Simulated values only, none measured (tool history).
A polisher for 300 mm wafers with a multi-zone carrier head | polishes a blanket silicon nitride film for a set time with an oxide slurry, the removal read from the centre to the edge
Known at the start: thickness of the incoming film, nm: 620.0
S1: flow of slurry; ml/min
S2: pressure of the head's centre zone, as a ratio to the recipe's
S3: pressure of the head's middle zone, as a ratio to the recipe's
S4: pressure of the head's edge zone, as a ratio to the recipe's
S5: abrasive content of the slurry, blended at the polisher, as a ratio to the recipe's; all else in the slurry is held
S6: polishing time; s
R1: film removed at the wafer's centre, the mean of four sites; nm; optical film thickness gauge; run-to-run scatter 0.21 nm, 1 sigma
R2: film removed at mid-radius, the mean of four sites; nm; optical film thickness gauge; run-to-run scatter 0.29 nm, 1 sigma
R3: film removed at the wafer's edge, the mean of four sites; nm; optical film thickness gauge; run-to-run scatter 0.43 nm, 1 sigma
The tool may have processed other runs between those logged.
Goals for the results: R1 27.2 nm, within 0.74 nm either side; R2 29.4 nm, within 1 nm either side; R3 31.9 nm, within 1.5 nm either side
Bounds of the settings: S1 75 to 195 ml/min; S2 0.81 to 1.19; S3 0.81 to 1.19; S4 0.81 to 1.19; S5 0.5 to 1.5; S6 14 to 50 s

run,day,S1,S2,S3,S4,S5,S6,R1,R2,R3
1,0,125,1,1,1,1,32,22.047,22.315,22.573
2,0.225,130,0.99,1,1.04,1.1,32,23.492,23.627,23.769
3,0.325,130,0.99,1,0.96,1.1,32,23.11,23.543,22.299
4,0.546,130,0.99,1,0.96,1.1,35,25.616,26.031,24.333
5,0.75,130,0.99,1,0.96,1.1,29,21.216,21.353,20.529
6,0.95,120,0.97,1,1.02,1.2,31,22.725,23.696,23.313
7,1.238,120,0.96,0.99,1.06,1.25,32,23.391,24.604,25.119
8,1.446,125,0.95,0.99,1.09,1.3,32,23.642,25.07,26.031
9,1.471,130,0.95,0.99,1.11,1.35,32,24.176,26.001,27.202
# day 1.762: worn pad replaced by a new one
10,1.762,140,0.95,0.99,1.13,1.4,32,27.422,29.061,30.141
11,2.067,140,0.9,0.97,1.19,1.4,32,25.852,28.183,30.854
12,2.271,140,0.9,0.97,1.19,1.4,32,26.409,28.498,31.713
13,2.3,140,0.9,0.97,1.19,1.4,32,26.035,27.795,30.922
14,2.342,145,0.9,0.97,1.19,1.4,32,26.353,28.74,32.004
15,2.483,145,0.9,0.97,1.19,1.4,32,26.588,28.555,30.27

5 next moves are on the table. One of them brings every result within its allowed miss. Which?
A,2.625,145,0.85,0.91,1.06,1.4,35,?,?,?
B,2.625,115,0.94,0.91,1.19,1.4,37,?,?,?
C,2.625,165,0.81,0.94,1.12,1.5,32,?,?,?
D,2.625,195,0.94,1,1.01,1.3,29,?,?,?
E,2.625,105,0.88,1.02,1.19,1.35,35,?,?,?

move,R1,R2,R3
A,27.389,29.369,31.855
B,30.078,29.34,34.347
C,25.199,29.052,31.295
D,25.898,26.951,25.98
E,25.481,29.334,31.408
A: all results land within tolerance of their targets
B: takes the result that was furthest off past its target
C: brings the last run's worst result on target, with another outside its allowed miss
D: the biggest miss grows against the last run
E: brings the last run's worst result on target, with another outside its allowed miss
Move A is the one to make.

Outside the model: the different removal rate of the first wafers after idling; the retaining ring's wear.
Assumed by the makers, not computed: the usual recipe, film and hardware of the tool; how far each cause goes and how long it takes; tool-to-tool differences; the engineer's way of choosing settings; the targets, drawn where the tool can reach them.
